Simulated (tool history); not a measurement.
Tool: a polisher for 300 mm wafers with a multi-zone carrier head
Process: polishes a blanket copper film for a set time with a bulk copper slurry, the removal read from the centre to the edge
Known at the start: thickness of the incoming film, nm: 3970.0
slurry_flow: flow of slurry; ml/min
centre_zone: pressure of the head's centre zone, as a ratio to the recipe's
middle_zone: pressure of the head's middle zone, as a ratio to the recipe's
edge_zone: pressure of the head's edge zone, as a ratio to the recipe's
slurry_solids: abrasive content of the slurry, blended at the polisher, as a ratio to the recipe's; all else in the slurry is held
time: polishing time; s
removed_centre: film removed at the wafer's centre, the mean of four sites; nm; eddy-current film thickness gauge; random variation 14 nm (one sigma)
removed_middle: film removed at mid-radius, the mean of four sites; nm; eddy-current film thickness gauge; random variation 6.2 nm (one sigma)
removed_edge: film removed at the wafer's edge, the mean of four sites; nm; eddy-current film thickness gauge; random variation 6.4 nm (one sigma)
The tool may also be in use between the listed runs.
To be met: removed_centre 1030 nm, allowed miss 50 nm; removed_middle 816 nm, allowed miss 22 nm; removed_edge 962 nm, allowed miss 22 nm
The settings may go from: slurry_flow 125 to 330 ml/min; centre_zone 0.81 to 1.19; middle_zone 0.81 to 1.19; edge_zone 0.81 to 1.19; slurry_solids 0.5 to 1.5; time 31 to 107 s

| run | hour | slurry_flow | centre_zone | middle_zone | edge_zone | slurry_solids | time | removed_centre | removed_middle | removed_edge |
|---|---|---|---|---|---|---|---|---|---|---|
| 1 | 0 | 210 | 1 | 1 | 1 | 1 | 69 | 760.22 | 748.28 | 773.82 |
| 2 | 8.8 | 220 | 1.02 | 0.99 | 1.02 | 1.05 | 69 | 796.51 | 768.17 | 796.74 |
| 3 | 13.1 | 225 | 1.04 | 0.97 | 1.04 | 1.1 | 69 | 830.37 | 761.93 | 815.31 |
| 4 | 16.8 | 225 | 1.1 | 0.97 | 1.04 | 1.1 | 69 | 866.78 | 760.85 | 801.76 |
| 5 | 22.7 | 225 | 1.1 | 0.97 | 1.04 | 1.1 | 60 | 766.45 | 665.83 | 700.73 |
| 6 | 24.3 | 225 | 1.1 | 0.97 | 0.96 | 1.1 | 60 | 732.95 | 657.92 | 676.81 |
| 7 | 30.1 | 230 | 1.1 | 0.96 | 0.99 | 1.15 | 61 | 776.79 | 670.94 | 702 |
| 8 | 32.6 | 235 | 1.09 | 0.95 | 1.02 | 1.2 | 62 | 814.71 | 690.52 | 731.55 |
| 9 | 33.4 | 235 | 1.07 | 0.94 | 1.04 | 1.25 | 63 | 810.47 | 700.08 | 757.89 |

Which of these 5 next moves meets every target?
| A | 34.2 | 230 | 1.04 | 0.82 | 1.09 | 1.3 | 83 | ? | ? | ? |
| B | 34.2 | 275 | 1.15 | 0.85 | 1.05 | 1.25 | 84 | ? | ? | ? |
| C | 34.2 | 230 | 1.18 | 0.86 | 1 | 1.45 | 83 | ? | ? | ? |
| D | 34.2 | 275 | 1.14 | 0.91 | 1.16 | 1.15 | 76 | ? | ? | ? |
| E | 34.2 | 245 | 1.04 | 0.82 | 1.11 | 1.25 | 83 | ? | ? | ? |

| move | removed_centre | removed_middle | removed_edge |
|---|---|---|---|
| A | 1027.6 | 826.19 | 1031.3 |
| B | 1165.4 | 869.54 | 1029.7 |
| C | 1195.9 | 879.6 | 1012 |
| D | 1026.8 | 817.25 | 961.43 |
| E | 1026.7 | 824.81 | 1037.3 |
A: takes the result that was furthest off past its target
B: takes the result that was furthest off past its target
C: takes the result that was furthest off past its target
D: meets every target
E: takes the result that was furthest off past its target
Move D is the one to make.
